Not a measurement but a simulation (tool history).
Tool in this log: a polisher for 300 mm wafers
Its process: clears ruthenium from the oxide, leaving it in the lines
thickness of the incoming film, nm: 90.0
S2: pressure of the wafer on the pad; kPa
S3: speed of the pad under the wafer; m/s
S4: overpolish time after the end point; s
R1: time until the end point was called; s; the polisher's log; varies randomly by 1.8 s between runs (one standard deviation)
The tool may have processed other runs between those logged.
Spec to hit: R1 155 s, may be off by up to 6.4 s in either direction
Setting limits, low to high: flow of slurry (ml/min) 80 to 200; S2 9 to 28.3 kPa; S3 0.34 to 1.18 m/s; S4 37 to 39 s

{"run": 1, "hour": 0.0, "flow of slurry (ml/min)": 130, "S2": 18.6, "S3": 0.76, "S4": 37, "R1": 91.739}
{"run": 2, "hour": 3.6, "flow of slurry (ml/min)": 130, "S2": 18.6, "S3": 0.9, "S4": 37, "R1": 80.045}
{"run": 3, "hour": 11.9, "flow of slurry (ml/min)": 125, "S2": 16.5, "S3": 0.88, "S4": 37, "R1": 90.164}
{"run": 4, "hour": 12.9, "flow of slurry (ml/min)": 125, "S2": 15.2, "S3": 0.84, "S4": 37, "R1": 104.87}
{"run": 5, "hour": 14.8, "flow of slurry (ml/min)": 125, "S2": 13.8, "S3": 0.84, "S4": 37, "R1": 111.32}
{"run": 6, "hour": 23.7, "flow of slurry (ml/min)": 125, "S2": 13.8, "S3": 0.84, "S4": 37, "R1": 112.63}
{"run": 7, "hour": 30.4, "flow of slurry (ml/min)": 125, "S2": 12.4, "S3": 0.84, "S4": 37, "R1": 122.24}
{"run": 8, "hour": 34.2, "flow of slurry (ml/min)": 125, "S2": 11.7, "S3": 0.84, "S4": 37, "R1": 133.58}
{"run": 9, "hour": 40.6, "flow of slurry (ml/min)": 125, "S2": 11, "S3": 0.84, "S4": 37, "R1": 140.49}

Pick the move, out of 4, that brings all results within their allowed miss; only one does.
{"run": "A", "hour": 47.0, "flow of slurry (ml/min)": 145, "S2": 9, "S3": 0.78, "S4": 37, "R1": "?"}
{"run": "B", "hour": 47.0, "flow of slurry (ml/min)": 100, "S2": 9.7, "S3": 0.92, "S4": 39, "R1": "?"}
{"run": "C", "hour": 47.0, "flow of slurry (ml/min)": 140, "S2": 10.3, "S3": 0.88, "S4": 39, "R1": "?"}
{"run": "D", "hour": 47.0, "flow of slurry (ml/min)": 105, "S2": 14.5, "S3": 0.8, "S4": 37, "R1": "?"}

move=A R1=176.89
move=B R1=153.45
move=C R1=138.39
move=D R1=117.82
A: pushes the last run's worst result past its target
B: all results in spec
C: the biggest miss grows against the last run
D: the biggest miss grows against the last run
Correct choice: B, which meets every target
